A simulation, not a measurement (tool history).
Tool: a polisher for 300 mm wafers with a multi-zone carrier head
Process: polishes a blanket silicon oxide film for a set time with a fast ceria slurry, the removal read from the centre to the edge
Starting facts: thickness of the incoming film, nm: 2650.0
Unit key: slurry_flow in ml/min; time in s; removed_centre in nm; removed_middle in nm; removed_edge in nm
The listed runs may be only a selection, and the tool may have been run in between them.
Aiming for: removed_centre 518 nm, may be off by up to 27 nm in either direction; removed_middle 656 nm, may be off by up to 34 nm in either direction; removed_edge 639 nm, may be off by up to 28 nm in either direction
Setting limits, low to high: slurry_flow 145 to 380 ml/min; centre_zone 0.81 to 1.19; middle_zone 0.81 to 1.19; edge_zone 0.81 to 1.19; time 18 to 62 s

| run | hour | slurry_flow | centre_zone | middle_zone | edge_zone | time | removed_centre | removed_middle | removed_edge |
|---|---|---|---|---|---|---|---|---|---|
| 1 | 0 | 245 | 1 | 1 | 1 | 40 | 1019.3 | 944.42 | 935.63 |
| 2 | 6.1 | 230 | 0.94 | 1.03 | 1.04 | 35 | 819.08 | 832.98 | 820.55 |
| 3 | 11.6 | 220 | 0.9 | 1.05 | 1.07 | 32 | 711.3 | 772.58 | 769.23 |
| 4 | 13.3 | 220 | 0.97 | 1.05 | 1.07 | 32 | 749.19 | 786.83 | 767.48 |
|  | 22 | centre zone pressure recalibrated |
| 5 | 22 | 210 | 0.93 | 1.07 | 1.09 | 30 | 660.12 | 739.87 | 725.52 |
| 6 | 29 | 210 | 0.93 | 1.07 | 1.09 | 40 | 839.24 | 1007.4 | 955.9 |
| 7 | 31.5 | 200 | 0.9 | 1.08 | 1.1 | 36 | 748.22 | 878.04 | 858.64 |
| 8 | 38.6 | 195 | 0.88 | 1.1 | 1.11 | 33 | 665.88 | 801.4 | 778.25 |
| 9 | 44.8 | 185 | 0.86 | 1.11 | 1.11 | 31 | 614.77 | 762.92 | 732.35 |
| 10 | 49.1 | 180 | 0.85 | 1.11 | 1.11 | 30 | 575.73 | 762.43 | 697.05 |
| 11 | 50.3 | 180 | 0.84 | 1.09 | 1.11 | 29 | 547.07 | 715.15 | 679.69 |
| 12 | 56.6 | 180 | 0.84 | 1.07 | 1.1 | 29 | 559.66 | 717.51 | 684.6 |

Below are 4 possible settings for the next run. Only one of them brings all results inside the allowed miss of their targets. Which is it?
| A | 62.9 | 190 | 0.81 | 0.94 | 1.19 | 28 | ? | ? | ? |
| B | 62.9 | 275 | 0.86 | 0.99 | 1.14 | 28 | ? | ? | ? |
| C | 62.9 | 185 | 0.82 | 1.04 | 1.05 | 28 | ? | ? | ? |
| D | 62.9 | 260 | 0.96 | 1.04 | 1.09 | 27 | ? | ? | ? |

| move | removed_centre | removed_middle | removed_edge |
|---|---|---|---|
| A | 530.85 | 622.42 | 690.19 |
| B | 593.12 | 679.79 | 698.99 |
| C | 535.52 | 675.27 | 648.86 |
| D | 635.09 | 679.1 | 656.91 |
A: meets the target for the result that was furthest off, but another lies outside its allowed miss
B: meets the target for the result that was furthest off, but another lies outside its allowed miss
C: every result lands within tolerance
D: meets the target for the result that was furthest off, but another lies outside its allowed miss
Answer: C
